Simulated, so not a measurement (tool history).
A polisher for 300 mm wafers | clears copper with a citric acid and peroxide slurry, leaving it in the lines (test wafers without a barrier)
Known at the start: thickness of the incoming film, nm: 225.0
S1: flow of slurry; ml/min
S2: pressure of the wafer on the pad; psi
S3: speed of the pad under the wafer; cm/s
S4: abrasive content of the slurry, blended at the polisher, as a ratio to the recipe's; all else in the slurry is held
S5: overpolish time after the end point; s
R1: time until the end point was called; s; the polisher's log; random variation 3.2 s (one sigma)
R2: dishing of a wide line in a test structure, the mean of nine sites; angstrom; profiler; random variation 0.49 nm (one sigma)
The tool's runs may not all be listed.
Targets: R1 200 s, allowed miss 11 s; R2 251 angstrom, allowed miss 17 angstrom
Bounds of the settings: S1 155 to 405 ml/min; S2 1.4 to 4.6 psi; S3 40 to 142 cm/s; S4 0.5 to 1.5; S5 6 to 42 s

Run 1, day 0: S1 260 ml/min, S2 3 psi, S3 90 cm/s, S4 1, S5 21 s. Result: R1 145.66 s, R2 214.98 angstrom.
Run 2, day 0.204: S1 260 ml/min, S2 2.8 psi, S3 90 cm/s, S4 1, S5 23 s. Result: R1 159.83 s, R2 219.66 angstrom.
Run 3, day 0.512: S1 260 ml/min, S2 2.8 psi, S3 102 cm/s, S4 1, S5 23 s. Result: R1 139.91 s, R2 255.08 angstrom.
Run 4, day 0.588: S1 260 ml/min, S2 2.8 psi, S3 102 cm/s, S4 1.05, S5 23 s. Result: R1 133.26 s, R2 257.61 angstrom.
Run 5, day 0.717: S1 260 ml/min, S2 2.6 psi, S3 102 cm/s, S4 1.05, S5 25 s. Result: R1 148.66 s, R2 251.81 angstrom.
Run 6, day 0.738: S1 260 ml/min, S2 2.6 psi, S3 102 cm/s, S4 0.95, S5 25 s. Result: R1 157.38 s, R2 244.96 angstrom.
At day 0.812: head pressure recalibrated.
Run 7, day 0.812: S1 260 ml/min, S2 2.6 psi, S3 102 cm/s, S4 0.95, S5 25 s. Result: R1 145.82 s, R2 254.25 angstrom.
Run 8, day 0.946: S1 260 ml/min, S2 2.4 psi, S3 102 cm/s, S4 0.95, S5 27 s. Result: R1 157.25 s, R2 254.95 angstrom.
Run 9, day 1.104: S1 260 ml/min, S2 2.2 psi, S3 102 cm/s, S4 0.95, S5 29 s. Result: R1 173.51 s, R2 240.81 angstrom.

5 next moves are on the table. One of them brings every result within its allowed miss. Which?
Run A, day 1.262: S1 220 ml/min, S2 2.8 psi, S3 106 cm/s, S4 0.85, S5 23 s. Result: R1 ?, R2 ?.
Run B, day 1.262: S1 245 ml/min, S2 2.1 psi, S3 84 cm/s, S4 0.9, S5 40 s. Result: R1 ?, R2 ?.
Run C, day 1.262: S1 245 ml/min, S2 1.9 psi, S3 92 cm/s, S4 0.85, S5 35 s. Result: R1 ?, R2 ?.
Run D, day 1.262: S1 235 ml/min, S2 2.6 psi, S3 70 cm/s, S4 1.1, S5 34 s. Result: R1 ?, R2 ?.
Run E, day 1.262: S1 220 ml/min, S2 1.9 psi, S3 140 cm/s, S4 0.95, S5 23 s. Result: R1 ?, R2 ?.

move      R1      R2
   A   135.1   250.4
   B  215.78  265.25
   C  222.03  230.45
   D  196.97  252.91
   E  145.35  230.77
A: further off than the last run
B: takes the result that was furthest off past its target
C: takes the result that was furthest off past its target
D: meets every target
E: further off than the last run
Move D is the one to make.
